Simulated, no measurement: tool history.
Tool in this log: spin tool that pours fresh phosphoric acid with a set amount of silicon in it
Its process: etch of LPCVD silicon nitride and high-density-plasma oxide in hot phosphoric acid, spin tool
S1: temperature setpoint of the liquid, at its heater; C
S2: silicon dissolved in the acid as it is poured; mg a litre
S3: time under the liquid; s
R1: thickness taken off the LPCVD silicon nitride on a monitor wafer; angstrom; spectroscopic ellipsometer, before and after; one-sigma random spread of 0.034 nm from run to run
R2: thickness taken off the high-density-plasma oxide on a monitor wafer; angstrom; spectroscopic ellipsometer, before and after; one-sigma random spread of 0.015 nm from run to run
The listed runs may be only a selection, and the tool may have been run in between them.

run 1 day=0.000 | S1=162.0 S2=15.0 S3=180 | R1=182.900 R2=11.3290
run 2 day=0.338 | S1=161.0 S2=13.0 S3=135 | R1=133.400 R2=8.0558
run 3 day=0.467 | S1=161.0 S2=13.0 S3=60 | R1=58.974 R2=3.6874
run 4 day=0.546 | S1=161.0 S2=13.0 S3=140 | R1=137.650 R2=8.8330
run 5 day=0.771 | S1=162.5 S2=14.5 S3=130 | R1=133.980 R2=8.5573
run 6 day=1.062 | S1=162.5 S2=23.0 S3=130 | R1=134.650 R2=6.6603
run 7 day=1.096 | S1=162.5 S2=23.0 S3=130 | R1=133.690 R2=6.9458
run 8 day=1.354 | S1=161.0 S2=18.0 S3=120 | R1=117.890 R2=6.5834
run 9 day=1.675 | S1=160.5 S2=16.0 S3=105 | R1=100.520 R2=5.5081
run 10 day=2.008 | S1=160.0 S2=13.5 S3=95 | R1=90.244 R2=5.4172

Run 11, settings as shown, results not yet in. Your forecast:
run 11 day=2.188 | S1=160.0 S2=13.0 S3=90 | R1=? R2=?

Run 11 measured R1 84.946 angstrom, R2 5.1248 angstrom.
